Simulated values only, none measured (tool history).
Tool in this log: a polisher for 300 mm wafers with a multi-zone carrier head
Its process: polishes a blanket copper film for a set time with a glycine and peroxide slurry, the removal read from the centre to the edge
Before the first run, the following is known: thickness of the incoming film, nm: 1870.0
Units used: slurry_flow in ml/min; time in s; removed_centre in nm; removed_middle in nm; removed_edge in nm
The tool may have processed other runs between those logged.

{"run": 1, "hour": 0.0, "slurry_flow": 200, "centre_zone": 1, "middle_zone": 1, "edge_zone": 1, "time": 74, "removed_centre": 334.51, "removed_middle": 350.66, "removed_edge": 330.09}
{"run": 2, "hour": 2.6, "slurry_flow": 195, "centre_zone": 0.99, "middle_zone": 0.98, "edge_zone": 0.99, "time": 71, "removed_centre": 313.71, "removed_middle": 329.21, "removed_edge": 314.19}
{"run": 3, "hour": 3.1, "slurry_flow": 195, "centre_zone": 1.05, "middle_zone": 0.98, "edge_zone": 0.99, "time": 71, "removed_centre": 338.17, "removed_middle": 319.19, "removed_edge": 315.07}
{"run": 4, "hour": 5.3, "slurry_flow": 190, "centre_zone": 1.03, "middle_zone": 0.96, "edge_zone": 0.98, "time": 69, "removed_centre": 320.69, "removed_middle": 314.29, "removed_edge": 308.48}
{"run": 5, "hour": 7.4, "slurry_flow": 190, "centre_zone": 1.03, "middle_zone": 0.96, "edge_zone": 0.93, "time": 69, "removed_centre": 326.08, "removed_middle": 312.4, "removed_edge": 299.19}
{"run": 6, "hour": 10.2, "slurry_flow": 190, "centre_zone": 1.03, "middle_zone": 0.91, "edge_zone": 0.93, "time": 69, "removed_centre": 316.24, "removed_middle": 292.59, "removed_edge": 296.99}
{"run": 7, "hour": 13.0, "slurry_flow": 190, "centre_zone": 1.02, "middle_zone": 0.9, "edge_zone": 0.92, "time": 67, "removed_centre": 307.56, "removed_middle": 288.63, "removed_edge": 289.6}

Run 8 comes next. What will it give?
{"run": 8, "hour": 19.6, "slurry_flow": 185, "centre_zone": 1.01, "middle_zone": 0.89, "edge_zone": 0.92, "time": 65, "removed_centre": "?", "removed_middle": "?", "removed_edge": "?"}

removed_centre: 296.04 nm
removed_middle: 270.92 nm
removed_edge: 276.33 nm
